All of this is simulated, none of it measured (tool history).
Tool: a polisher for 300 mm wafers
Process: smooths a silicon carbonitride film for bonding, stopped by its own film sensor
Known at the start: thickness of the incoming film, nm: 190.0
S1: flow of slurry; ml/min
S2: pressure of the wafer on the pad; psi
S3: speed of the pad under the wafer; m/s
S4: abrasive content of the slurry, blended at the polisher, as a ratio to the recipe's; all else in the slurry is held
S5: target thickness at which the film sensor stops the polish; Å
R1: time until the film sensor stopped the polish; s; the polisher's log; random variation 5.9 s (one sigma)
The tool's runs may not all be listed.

| run | hour | S1 | S2 | S3 | S4 | S5 | R1 |
|---|---|---|---|---|---|---|---|
| 1 | 0 | 310 | 1.4 | 1.04 | 1 | 1570 | 184.9 |
| 2 | 5 | 310 | 1.4 | 1.18 | 1 | 1570 | 172.06 |
| 3 | 9.8 | 310 | 1.3 | 1.12 | 1 | 1570 | 189.65 |
| 4 | 15.8 | 310 | 1.3 | 1.26 | 1 | 1570 | 179.64 |
| 5 | 17.9 | 310 | 1.2 | 1.2 | 0.95 | 1570 | 203.35 |
| 6 | 19.4 | 310 | 0.9 | 1.2 | 0.95 | 1570 | 268.18 |
| 7 | 22.9 | 310 | 0.8 | 1.18 | 0.95 | 1570 | 297.84 |

Run 8 comes next. What will it give?
| 8 | 28.5 | 310 | 0.8 | 1.16 | 0.95 | 1570 | ? |

Run 8 gave R1 305.34 s.
